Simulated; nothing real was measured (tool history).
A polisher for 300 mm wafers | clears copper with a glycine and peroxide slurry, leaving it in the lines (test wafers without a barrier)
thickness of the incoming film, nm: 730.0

| run | hour | flow of slurry (ml/min) | pressure of the wafer on the pad (kPa) | speed of the pad under the wafer (cm/s) | overpolish time after the end point (s) | time until the end point was called (s) | dishing of a wide line in a test structure (nm) |
|---|---|---|---|---|---|---|---|
| 1 | 0.0 | 235 | 20.7 | 86 | 28 | 133.88 | 87.236 |
| 2 | 8.6 | 235 | 20.7 | 74 | 28 | 154.04 | 81.054 |
| 3 | 9.7 | 235 | 20.7 | 82 | 28 | 138.73 | 84.943 |
| 4 | 10.5 | 280 | 20.7 | 82 | 28 | 139.55 | 84.235 |
| 5 | 17.9 | 255 | 20.7 | 82 | 28 | 141.17 | 82.574 |
| 6 | 23.6 | 255 | 20.7 | 82 | 40 | 140.70 | 104.250 |

Forecast run 7:
| 7 | 30.1 | 255 | 21.4 | 82 | 40 | ? | ? |

{"run 7": {"time until the end point was called (s)": 133.5, "dishing of a wide line in a test structure (nm)": 104.64}}
